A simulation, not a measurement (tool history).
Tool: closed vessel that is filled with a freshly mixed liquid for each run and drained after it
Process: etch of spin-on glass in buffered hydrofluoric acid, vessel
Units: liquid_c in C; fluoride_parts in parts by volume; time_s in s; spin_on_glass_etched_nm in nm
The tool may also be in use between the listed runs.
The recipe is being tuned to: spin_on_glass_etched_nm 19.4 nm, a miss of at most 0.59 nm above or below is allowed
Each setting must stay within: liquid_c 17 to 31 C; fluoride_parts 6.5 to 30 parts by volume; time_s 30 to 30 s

Run 1, hour 0: liquid_c 23 C, fluoride_parts 19.5 parts by volume, time_s 30 s. Result: spin_on_glass_etched_nm 28.472 nm.
Run 2, hour 4.7: liquid_c 23 C, fluoride_parts 24.5 parts by volume, time_s 30 s. Result: spin_on_glass_etched_nm 23.847 nm.
Run 3, hour 11.1: liquid_c 21 C, fluoride_parts 24.5 parts by volume, time_s 30 s. Result: spin_on_glass_etched_nm 21.441 nm.
Run 4, hour 17.1: liquid_c 20.5 C, fluoride_parts 24.5 parts by volume, time_s 30 s. Result: spin_on_glass_etched_nm 20.809 nm.
At hour 26.2: thermometer replaced.
Run 5, hour 26.2: liquid_c 23.5 C, fluoride_parts 24.5 parts by volume, time_s 30 s. Result: spin_on_glass_etched_nm 27.895 nm.
Run 6, hour 29.5: liquid_c 23 C, fluoride_parts 24.5 parts by volume, time_s 30 s. Result: spin_on_glass_etched_nm 27.232 nm.
Run 7, hour 30.9: liquid_c 22.5 C, fluoride_parts 24.5 parts by volume, time_s 30 s. Result: spin_on_glass_etched_nm 26.62 nm.
Run 8, hour 37.3: liquid_c 22 C, fluoride_parts 24.5 parts by volume, time_s 30 s. Result: spin_on_glass_etched_nm 25.485 nm.
Run 9, hour 40.4: liquid_c 21.5 C, fluoride_parts 24.5 parts by volume, time_s 30 s. Result: spin_on_glass_etched_nm 24.711 nm.
Run 10, hour 46: liquid_c 20.5 C, fluoride_parts 24.5 parts by volume, time_s 30 s. Result: spin_on_glass_etched_nm 23.784 nm.
Run 11, hour 54.7: liquid_c 20.5 C, fluoride_parts 24.5 parts by volume, time_s 30 s. Result: spin_on_glass_etched_nm 23.949 nm.
Run 12, hour 56.7: liquid_c 20 C, fluoride_parts 25.5 parts by volume, time_s 30 s. Result: spin_on_glass_etched_nm 22.444 nm.
Run 13, hour 64.4: liquid_c 19.5 C, fluoride_parts 25.5 parts by volume, time_s 30 s. Result: spin_on_glass_etched_nm 21.697 nm.
Run 14, hour 70.9: liquid_c 19 C, fluoride_parts 25.5 parts by volume, time_s 30 s. Result: spin_on_glass_etched_nm 21.176 nm.
Run 15, hour 79.1: liquid_c 18.5 C, fluoride_parts 25.5 parts by volume, time_s 30 s. Result: spin_on_glass_etched_nm 20.583 nm.
Run 16, hour 83.4: liquid_c 18 C, fluoride_parts 25.5 parts by volume, time_s 30 s. Result: spin_on_glass_etched_nm 20.168 nm.

Next run, 4 choices. One meets every target within its allowed miss, the rest don't. Which?
Run A, hour 87.7: liquid_c 17 C, fluoride_parts 22 parts by volume, time_s 30 s. Result: spin_on_glass_etched_nm ?.
Run B, hour 87.7: liquid_c 17.5 C, fluoride_parts 25.5 parts by volume, time_s 30 s. Result: spin_on_glass_etched_nm ?.
Run C, hour 87.7: liquid_c 17 C, fluoride_parts 26.5 parts by volume, time_s 30 s. Result: spin_on_glass_etched_nm ?.
Run D, hour 87.7: liquid_c 19.5 C, fluoride_parts 27 parts by volume, time_s 30 s. Result: spin_on_glass_etched_nm ?.

move  spin_on_glass_etched_nm
   A                   20.807
   B                   19.331
   C                   18.291
   D                   20.818
A: the biggest miss grows against the last run
B: meets every target
C: moves the result that the last run missed by most past its target, out the other side
D: the biggest miss grows against the last run
So the answer is move B, the one that meets all the targets.

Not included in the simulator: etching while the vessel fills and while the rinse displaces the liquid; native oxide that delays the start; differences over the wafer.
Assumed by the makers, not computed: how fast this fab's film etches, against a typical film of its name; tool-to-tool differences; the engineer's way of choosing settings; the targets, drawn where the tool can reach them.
